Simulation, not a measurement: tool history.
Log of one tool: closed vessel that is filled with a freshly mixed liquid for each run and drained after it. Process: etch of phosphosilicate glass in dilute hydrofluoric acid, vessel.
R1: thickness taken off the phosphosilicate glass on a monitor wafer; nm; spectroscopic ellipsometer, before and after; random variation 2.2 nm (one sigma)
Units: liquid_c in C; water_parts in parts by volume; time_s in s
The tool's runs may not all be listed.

run 1 hour=0 | liquid_c=23 water_parts=55 time_s=100 | R1=347.56
run 2 hour=6.1 | liquid_c=23 water_parts=40 time_s=100 | R1=481.62
run 3 hour=14.5 | liquid_c=23 water_parts=60 time_s=100 | R1=311.03
run 4 hour=18.2 | liquid_c=23 water_parts=60 time_s=100 | R1=315.84
run 5 hour=23.6 | liquid_c=21 water_parts=60 time_s=100 | R1=287.99
run 6 hour=27.5 | liquid_c=21 water_parts=45 time_s=100 | R1=384.02
run 7 hour=35 | liquid_c=20 water_parts=50 time_s=100 | R1=339.75
run 8 hour=41.3 | liquid_c=19.5 water_parts=55 time_s=100 | R1=294.82
run 9 hour=42.9 | liquid_c=19 water_parts=55 time_s=100 | R1=289.19
run 10 hour=47.7 | liquid_c=18.5 water_parts=55 time_s=100 | R1=283.62
run 11 hour=55.5 | liquid_c=18 water_parts=55 time_s=100 | R1=279.71

Run 12 comes next. What will it give?
run 12 hour=64.5 | liquid_c=17.5 water_parts=60 time_s=100 | R1=?

R1: 247.95 nm
